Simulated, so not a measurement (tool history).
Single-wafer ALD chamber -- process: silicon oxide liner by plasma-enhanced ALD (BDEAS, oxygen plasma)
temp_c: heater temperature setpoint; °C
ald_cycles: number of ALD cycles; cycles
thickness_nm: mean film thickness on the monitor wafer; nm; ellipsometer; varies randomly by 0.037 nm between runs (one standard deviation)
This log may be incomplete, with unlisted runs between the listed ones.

run	hour	temp_c	ald_cycles	thickness_nm
1	0.0	315	59	5.9615
2	2.6	307	59	6.0341
3	5.0	306	62	6.3387
4	10.2	310	62	6.2948
5	18.5	309	65	6.6369
6	24.4	314	65	6.5441
7	28.4	312	67	6.7683

Run 8 comes next. What will it give?
8	35.0	311	68	?

Run 8 produced thickness_nm 6.9271 nm.
